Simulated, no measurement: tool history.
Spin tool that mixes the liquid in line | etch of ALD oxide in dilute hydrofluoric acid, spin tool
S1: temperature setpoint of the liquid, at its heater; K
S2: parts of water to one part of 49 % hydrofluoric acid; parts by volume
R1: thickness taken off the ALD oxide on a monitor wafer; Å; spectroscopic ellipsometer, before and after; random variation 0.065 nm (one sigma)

Run 1, hour 0: S1 296.15 K, S2 180 parts by volume, time under the liquid (s) 135. Result: R1 92.155 Å.
Run 2, hour 8.3: S1 295.15 K, S2 185 parts by volume, time under the liquid (s) 135. Result: R1 87.948 Å.
Run 3, hour 13.8: S1 294.15 K, S2 190 parts by volume, time under the liquid (s) 135. Result: R1 80.748 Å.
Run 4, hour 21.4: S1 293.65 K, S2 190 parts by volume, time under the liquid (s) 135. Result: R1 80.341 Å.
Run 5, hour 30.3: S1 293.15 K, S2 190 parts by volume, time under the liquid (s) 135. Result: R1 77.23 Å.
Run 6, hour 33.5: S1 293.15 K, S2 230 parts by volume, time under the liquid (s) 135. Result: R1 61.545 Å.

Run 7 comes next. What will it give?
Run 7, hour 34.5: S1 293.65 K, S2 230 parts by volume, time under the liquid (s) 135. Result: R1 ?.

R1: 63.146 Å

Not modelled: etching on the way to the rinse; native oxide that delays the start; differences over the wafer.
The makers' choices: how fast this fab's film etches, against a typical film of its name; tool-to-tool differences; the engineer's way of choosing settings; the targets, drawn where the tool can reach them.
